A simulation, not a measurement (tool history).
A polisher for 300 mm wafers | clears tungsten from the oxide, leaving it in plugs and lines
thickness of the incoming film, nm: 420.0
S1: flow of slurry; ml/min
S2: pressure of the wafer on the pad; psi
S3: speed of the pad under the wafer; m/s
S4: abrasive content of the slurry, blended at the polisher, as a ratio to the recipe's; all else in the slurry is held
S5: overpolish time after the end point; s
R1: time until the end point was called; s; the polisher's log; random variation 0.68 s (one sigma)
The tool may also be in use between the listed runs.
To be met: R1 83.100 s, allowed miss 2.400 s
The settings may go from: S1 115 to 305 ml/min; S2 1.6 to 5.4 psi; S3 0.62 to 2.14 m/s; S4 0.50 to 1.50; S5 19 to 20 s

| run | hour | S1 | S2 | S3 | S4 | S5 | R1 |
|---|---|---|---|---|---|---|---|
| 1 | 0.0 | 195 | 3.5 | 1.38 | 1.00 | 19 | 59.568 |
| 2 | 7.0 | 195 | 3.5 | 1.38 | 1.00 | 20 | 59.998 |
| 3 | 13.2 | 190 | 3.3 | 1.38 | 1.00 | 20 | 62.818 |
| 4 | 18.8 | 190 | 3.1 | 1.38 | 1.00 | 20 | 66.599 |
| 5 | 26.4 | 190 | 3.1 | 1.38 | 0.90 | 20 | 68.689 |
| 6 | 34.0 | 190 | 3.0 | 1.38 | 0.90 | 20 | 70.693 |
| 7 | 39.3 | 190 | 2.9 | 1.38 | 0.90 | 20 | 72.283 |
| 8 | 40.5 | 185 | 2.8 | 1.38 | 0.90 | 20 | 73.999 |
| 9 | 48.9 | 175 | 2.3 | 1.38 | 0.90 | 20 | 85.688 |

4 next moves are on the table. One of them brings every result within its allowed miss. Which?
| A | 57.3 | 175 | 2.2 | 1.40 | 0.90 | 19 | ? |
| B | 57.3 | 190 | 2.1 | 1.50 | 0.95 | 19 | ? |
| C | 57.3 | 190 | 2.6 | 1.42 | 0.85 | 20 | ? |
| D | 57.3 | 170 | 2.4 | 1.48 | 0.90 | 19 | ? |

| move | R1 |
|---|---|
| A | 88.571 |
| B | 84.031 |
| C | 77.694 |
| D | 79.610 |
A: further off than the last run
B: meets every target
C: takes the result that was furthest off past its target
D: takes the result that was furthest off past its target
The right move is B.
